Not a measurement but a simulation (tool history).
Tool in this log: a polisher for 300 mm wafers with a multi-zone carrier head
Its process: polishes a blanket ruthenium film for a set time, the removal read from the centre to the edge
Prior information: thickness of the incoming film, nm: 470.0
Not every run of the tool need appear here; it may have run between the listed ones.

run,hour,flow of slurry (ml/min),pressure of the head's centre zone,pressure of the head's middle zone,pressure of the head's edge zone,polishing time (s),film removed at the wafer's centre (angstrom),film removed at mid-radius (angstrom),film removed at the wafer's edge (angstrom)
1,0.0,165,1.00,1.00,1.00,65,418.55,414.77,422.96
2,1.7,170,0.99,1.00,1.03,68,423.93,442.49,452.56
3,8.5,170,0.99,1.04,1.03,68,438.86,464.08,449.61
4,17.3,175,1.00,1.02,1.06,71,457.36,459.14,476.96
5,23.9,175,1.06,1.02,1.06,71,484.38,453.34,474.19
6,28.0,210,1.06,1.02,1.06,71,501.50,481.55,476.70
7,35.3,205,1.04,1.02,1.08,74,510.40,484.52,507.49
8,36.9,205,1.02,1.03,1.10,76,514.80,512.91,514.86
9,44.8,200,1.00,1.02,1.11,78,518.62,527.62,548.37

The next listed run, before its measurement:
# hour 52.0: edge zone pressure recalibrated
10,52.0,200,1.00,1.01,1.12,79,?,?,?

film removed at the wafer's centre (angstrom): 531.91
film removed at mid-radius (angstrom): 519.26
film removed at the wafer's edge (angstrom): 537.39
